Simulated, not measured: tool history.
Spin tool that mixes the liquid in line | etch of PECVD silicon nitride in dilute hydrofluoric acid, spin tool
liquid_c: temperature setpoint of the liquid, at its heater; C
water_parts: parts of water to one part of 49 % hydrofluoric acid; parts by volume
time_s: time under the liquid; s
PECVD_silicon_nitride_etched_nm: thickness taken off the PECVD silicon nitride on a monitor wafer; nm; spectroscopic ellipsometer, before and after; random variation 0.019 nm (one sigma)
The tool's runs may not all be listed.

run  hour  liquid_c  water_parts  time_s  PECVD_silicon_nitride_etched_nm
  1   0.0      25.0           90      55                           3.7140
  2   3.1      23.0           90      55                           3.2963
  3   5.1      23.0           75      55                           3.8419
  4   7.9      21.5           80      55                           3.3072
  5  15.1      21.5           80      30                           1.7827
  6  17.1      22.0           80      30                           1.8379

The next listed run, before its measurement:
  7  18.3      22.5           80      30                                ?

PECVD_silicon_nitride_etched_nm: 1.9004 nm

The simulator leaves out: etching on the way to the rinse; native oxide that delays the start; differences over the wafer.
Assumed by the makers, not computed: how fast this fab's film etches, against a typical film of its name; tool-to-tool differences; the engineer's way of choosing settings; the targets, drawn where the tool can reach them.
